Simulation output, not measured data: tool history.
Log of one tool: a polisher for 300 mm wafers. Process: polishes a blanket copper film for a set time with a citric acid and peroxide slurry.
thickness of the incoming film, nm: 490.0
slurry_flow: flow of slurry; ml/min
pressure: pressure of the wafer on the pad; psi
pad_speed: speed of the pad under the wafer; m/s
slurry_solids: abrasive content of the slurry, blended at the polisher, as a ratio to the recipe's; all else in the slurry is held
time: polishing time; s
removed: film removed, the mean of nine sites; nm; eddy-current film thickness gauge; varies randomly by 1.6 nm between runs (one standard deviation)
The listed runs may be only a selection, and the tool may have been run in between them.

| run | hour | slurry_flow | pressure | pad_speed | slurry_solids | time | removed |
|---|---|---|---|---|---|---|---|
| 1 | 0.0 | 160 | 3.5 | 1.02 | 1.0 | 79 | 222.67 |
| 2 | 8.8 | 160 | 3.5 | 1.02 | 1.0 | 83 | 238.43 |
| 3 | 16.6 | 160 | 3.5 | 1.02 | 1.2 | 83 | 245.73 |
| 4 | 24.2 | 175 | 3.5 | 1.02 | 1.2 | 83 | 248.55 |
| 5 | 30.6 | 175 | 3.5 | 1.02 | 1.4 | 83 | 259.58 |
| 6 | 36.9 | 175 | 3.2 | 0.98 | 1.4 | 83 | 231.70 |
| 7 | 41.9 | 175 | 3.0 | 0.94 | 1.4 | 83 | 207.42 |
| 8 | 50.2 | 175 | 2.8 | 0.90 | 1.4 | 83 | 190.33 |
| 9 | 59.1 | 175 | 2.6 | 0.86 | 1.4 | 83 | 170.04 |
| 10 | 65.5 | 175 | 2.5 | 0.84 | 1.4 | 83 | 162.54 |
| 11 | 70.0 | 175 | 2.4 | 0.82 | 1.4 | 83 | 155.24 |
| 12 | 78.6 | 175 | 2.3 | 0.80 | 1.4 | 83 | 147.57 |
| 13 | 83.1 | 175 | 2.2 | 0.78 | 1.4 | 83 | 134.32 |

What will run 14 give?
| 14 | 87.2 | 175 | 2.1 | 0.78 | 1.4 | 83 | ? |

removed: 131.83 nm
